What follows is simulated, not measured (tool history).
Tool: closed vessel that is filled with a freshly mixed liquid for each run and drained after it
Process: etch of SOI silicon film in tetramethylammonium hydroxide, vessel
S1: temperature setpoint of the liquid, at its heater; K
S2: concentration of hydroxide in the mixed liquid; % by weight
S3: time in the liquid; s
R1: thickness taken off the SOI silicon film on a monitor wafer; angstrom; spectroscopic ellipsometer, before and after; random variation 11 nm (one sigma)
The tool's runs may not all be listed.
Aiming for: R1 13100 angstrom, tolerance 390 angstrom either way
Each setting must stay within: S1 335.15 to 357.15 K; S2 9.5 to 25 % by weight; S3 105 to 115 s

| run | hour | S1 | S2 | S3 | R1 |
|---|---|---|---|---|---|
| 1 | 0 | 348.15 | 17.5 | 105 | 7975.2 |
| 2 | 6.3 | 350.65 | 17.5 | 105 | 9114.5 |
| 3 | 9.9 | 350.65 | 17.5 | 115 | 9942.6 |
| 4 | 17.4 | 350.65 | 17.5 | 115 | 9970.6 |
| 5 | 26.2 | 350.65 | 20 | 115 | 9514.4 |
| 6 | 34.1 | 350.65 | 20 | 105 | 8681.6 |
| 7 | 41.3 | 352.65 | 19 | 105 | 9986.2 |
| 8 | 48 | 354.15 | 19 | 105 | 10614 |
| 9 | 51.8 | 354.15 | 19 | 105 | 10774 |
| 10 | 59.8 | 355.15 | 19 | 105 | 11457 |
| 11 | 65.2 | 355.65 | 19 | 105 | 11593 |
| 12 | 73.3 | 356.15 | 18.5 | 105 | 12240 |
| 13 | 78 | 356.65 | 18.5 | 105 | 12624 |

Which of these 5 next moves meets every target?
| A | 82.7 | 355.15 | 16 | 105 | ? |
| B | 82.7 | 356.65 | 14.5 | 110 | ? |
| C | 82.7 | 356.65 | 17.5 | 115 | ? |
| D | 82.7 | 355.65 | 19.5 | 110 | ? |
| E | 82.7 | 357.15 | 17.5 | 105 | ? |

| move | R1 |
|---|---|
| A | 12125 |
| B | 14348 |
| C | 13948 |
| D | 12072 |
| E | 13085 |
A: its largest miss is bigger than the last run's
B: takes the result that was furthest off past its target
C: takes the result that was furthest off past its target
D: its largest miss is bigger than the last run's
E: hits every target within its allowed miss
Move E is the one to make.
